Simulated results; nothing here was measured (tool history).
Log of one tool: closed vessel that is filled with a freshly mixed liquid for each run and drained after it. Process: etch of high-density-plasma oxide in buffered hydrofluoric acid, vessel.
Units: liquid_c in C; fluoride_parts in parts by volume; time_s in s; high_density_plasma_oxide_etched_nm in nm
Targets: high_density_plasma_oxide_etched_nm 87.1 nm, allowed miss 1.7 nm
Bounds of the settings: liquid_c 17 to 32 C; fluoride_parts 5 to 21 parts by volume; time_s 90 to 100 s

run    day  liquid_c  fluoride_parts  time_s  high_density_plasma_oxide_etched_nm
  1      0        24              13      90                                103.9
  2  0.346        23              13      90                               98.738
  3  0.429        22              13      90                               92.841
  4  0.783        22              13     100                                103.7
  5  0.988        21              13     100                               97.939
  6  1.033      20.5              13     100                               94.835
  7  1.383        20              13     100                               92.328
  8  1.742      19.5              13     100                                90.02

Which of these 5 next moves meets every target?
  A  2.1      20.5              15     100                                    ?
  B  2.1      19.5              12      90                                    ?
  C  2.1        17              11     100                                    ?
  D  2.1        21            12.5      90                                    ?
  E  2.1        21              14     100                                    ?

move  high_density_plasma_oxide_etched_nm
   A                                82.79
   B                               87.691
   C                               92.069
   D                                91.63
   E                               91.104
A: takes the result that was furthest off past its target
B: meets every target
C: further off than the last run
D: further off than the last run
E: further off than the last run
The right move is B.
